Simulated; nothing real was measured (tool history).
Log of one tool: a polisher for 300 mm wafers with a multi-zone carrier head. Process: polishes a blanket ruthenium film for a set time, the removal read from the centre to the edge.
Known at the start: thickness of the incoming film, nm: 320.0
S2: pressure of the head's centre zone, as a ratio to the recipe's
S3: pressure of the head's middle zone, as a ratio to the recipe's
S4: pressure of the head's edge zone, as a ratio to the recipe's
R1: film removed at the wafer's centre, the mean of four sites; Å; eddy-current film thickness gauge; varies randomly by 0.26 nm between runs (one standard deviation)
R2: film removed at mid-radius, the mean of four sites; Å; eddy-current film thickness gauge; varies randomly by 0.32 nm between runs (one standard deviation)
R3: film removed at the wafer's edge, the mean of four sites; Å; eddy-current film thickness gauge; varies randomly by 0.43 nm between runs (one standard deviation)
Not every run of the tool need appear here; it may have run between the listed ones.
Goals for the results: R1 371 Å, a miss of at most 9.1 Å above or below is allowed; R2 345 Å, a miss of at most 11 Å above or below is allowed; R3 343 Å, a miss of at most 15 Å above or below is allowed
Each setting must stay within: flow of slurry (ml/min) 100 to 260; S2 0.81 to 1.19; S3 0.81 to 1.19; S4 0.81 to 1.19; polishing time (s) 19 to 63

{"run": 1, "hour": 0.0, "flow of slurry (ml/min)": 165, "S2": 1, "S3": 1, "S4": 1, "polishing time (s)": 41, "R1": 481.16, "R2": 476.32, "R3": 477.27}
{"run": 2, "hour": 2.8, "flow of slurry (ml/min)": 165, "S2": 0.95, "S3": 1, "S4": 1, "polishing time (s)": 41, "R1": 467.37, "R2": 478.08, "R3": 494.93}
{"run": 3, "hour": 8.9, "flow of slurry (ml/min)": 165, "S2": 0.95, "S3": 1, "S4": 1, "polishing time (s)": 36, "R1": 406.14, "R2": 420.2, "R3": 425.7}
{"run": 4, "hour": 14.6, "flow of slurry (ml/min)": 160, "S2": 0.96, "S3": 0.99, "S4": 0.98, "polishing time (s)": 35, "R1": 395.89, "R2": 398.91, "R3": 404.35}
{"run": 5, "hour": 18.1, "flow of slurry (ml/min)": 185, "S2": 0.96, "S3": 0.99, "S4": 0.98, "polishing time (s)": 35, "R1": 411.08, "R2": 413.85, "R3": 415.83}
{"run": 6, "hour": 20.6, "flow of slurry (ml/min)": 225, "S2": 0.96, "S3": 0.99, "S4": 0.98, "polishing time (s)": 35, "R1": 415.67, "R2": 427.2, "R3": 426.17}
{"run": 7, "hour": 26.0, "flow of slurry (ml/min)": 175, "S2": 0.96, "S3": 0.89, "S4": 0.88, "polishing time (s)": 30, "R1": 343.64, "R2": 324.06, "R3": 337.02}
{"run": 8, "hour": 32.8, "flow of slurry (ml/min)": 185, "S2": 0.97, "S3": 0.89, "S4": 0.88, "polishing time (s)": 30, "R1": 350.34, "R2": 325.34, "R3": 340.92}
{"run": 9, "hour": 34.4, "flow of slurry (ml/min)": 190, "S2": 0.98, "S3": 0.9, "S4": 0.88, "polishing time (s)": 30, "R1": 355.34, "R2": 327.92, "R3": 339.18}
{"run": 10, "hour": 37.2, "flow of slurry (ml/min)": 195, "S2": 0.98, "S3": 0.91, "S4": 0.88, "polishing time (s)": 30, "R1": 361.35, "R2": 335.42, "R3": 340.88}

5 next moves are on the table. One of them brings every result within its allowed miss. Which?
{"run": "A", "hour": 40.0, "flow of slurry (ml/min)": 175, "S2": 0.97, "S3": 0.83, "S4": 0.94, "polishing time (s)": 32, "R1": "?", "R2": "?", "R3": "?"}
{"run": "B", "hour": 40.0, "flow of slurry (ml/min)": 225, "S2": 0.93, "S3": 0.92, "S4": 0.96, "polishing time (s)": 29, "R1": "?", "R2": "?", "R3": "?"}
{"run": "C", "hour": 40.0, "flow of slurry (ml/min)": 235, "S2": 1.01, "S3": 0.94, "S4": 0.91, "polishing time (s)": 29, "R1": "?", "R2": "?", "R3": "?"}
{"run": "D", "hour": 40.0, "flow of slurry (ml/min)": 205, "S2": 0.95, "S3": 0.88, "S4": 0.88, "polishing time (s)": 30, "R1": "?", "R2": "?", "R3": "?"}
{"run": "E", "hour": 40.0, "flow of slurry (ml/min)": 190, "S2": 0.95, "S3": 0.93, "S4": 0.9, "polishing time (s)": 30, "R1": "?", "R2": "?", "R3": "?"}

move=A R1=373.48 R2=321.93 R3=373.02
move=B R1=339.42 R2=330.37 R3=351.09
move=C R1=370.68 R2=338.16 R3=343.82
move=D R1=353.23 R2=325.06 R3=345.59
move=E R1=348.69 R2=336.3 R3=345.85
A: brings the last run's worst result on target, with another outside its allowed miss
B: lands further from the targets than the last run did
C: every result within its allowed miss
D: lands further from the targets than the last run did
E: lands further from the targets than the last run did
The right move is C.

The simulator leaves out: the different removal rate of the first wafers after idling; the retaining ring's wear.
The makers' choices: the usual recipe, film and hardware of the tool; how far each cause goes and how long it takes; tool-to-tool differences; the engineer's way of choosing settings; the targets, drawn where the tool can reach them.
